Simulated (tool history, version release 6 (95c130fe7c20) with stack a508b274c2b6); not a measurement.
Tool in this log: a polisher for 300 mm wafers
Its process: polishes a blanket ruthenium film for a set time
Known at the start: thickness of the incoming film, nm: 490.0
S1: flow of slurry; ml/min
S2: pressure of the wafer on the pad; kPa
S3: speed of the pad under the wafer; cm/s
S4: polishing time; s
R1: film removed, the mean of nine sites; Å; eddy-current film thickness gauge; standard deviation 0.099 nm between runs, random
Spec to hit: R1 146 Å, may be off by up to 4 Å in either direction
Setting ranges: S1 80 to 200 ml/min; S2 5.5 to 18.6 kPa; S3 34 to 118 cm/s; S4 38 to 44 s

run    day   S1    S2  S3  S4      R1
  1      0  130  11.7  76  44  281.33
  2  0.108  125  10.3  74  44  244.79
  3  0.267  120   9.7  72  44  226.21
  4  0.412  120     9  70  44     203
  5  0.492  140     9  70  44  207.93
  6  0.638  140     9  70  38  179.56
  7  0.717  140   8.3  70  38   167.2
  8  0.862  140   7.6  70  38  154.29
  9  1.021  140   6.9  70  38  139.06
 10  1.104  140   7.6  70  38  152.89
 11  1.208  140   6.9  70  38  138.24

Of the 4 settings listed for the next run, only one would bring every result within its allowed miss of target. Which one?
  A  1.312  105  6.9  58  41   ?
  B  1.312   95  7.6  62  42   ?
  C  1.312  155  6.2  64  42   ?
  D  1.312  140  6.9  64  39   ?

move      R1
   A  125.21
   B  144.92
   C   131.7
   D  133.26
A: its largest miss is bigger than the last run's
B: every result lands within tolerance
C: its largest miss is bigger than the last run's
D: its largest miss is bigger than the last run's
Go with B: it meets all targets.

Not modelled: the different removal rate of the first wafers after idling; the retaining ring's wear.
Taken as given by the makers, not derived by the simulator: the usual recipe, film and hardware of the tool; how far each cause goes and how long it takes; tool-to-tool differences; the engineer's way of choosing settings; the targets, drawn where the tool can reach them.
